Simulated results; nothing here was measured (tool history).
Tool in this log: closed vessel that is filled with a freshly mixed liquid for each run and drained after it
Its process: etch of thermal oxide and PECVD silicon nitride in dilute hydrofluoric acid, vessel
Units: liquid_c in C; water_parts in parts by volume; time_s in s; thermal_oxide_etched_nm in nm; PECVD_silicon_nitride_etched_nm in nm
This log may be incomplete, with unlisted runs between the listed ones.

run  hour  liquid_c  water_parts  time_s  thermal_oxide_etched_nm  PECVD_silicon_nitride_etched_nm
  1     0        22          120     490                   17.112                           13.116
  2   2.2        22          160     490                   12.233                           9.8958
  3   6.8        22          190     490                   10.024                           8.1945
  4   9.1      24.5          190     490                       11                           9.8186
     14.5  -- hydrofluoric acid flow meter replaced
  5  14.5        23          175     480                   10.391                           8.9429
  6  22.9      21.5          160     475                   10.779                           8.6363

What will run 7 give?
  7  29.4        21          145     465                        ?                                ?

{"run 7": {"thermal_oxide_etched_nm": 11.59, "PECVD_silicon_nitride_etched_nm": 8.8543}}
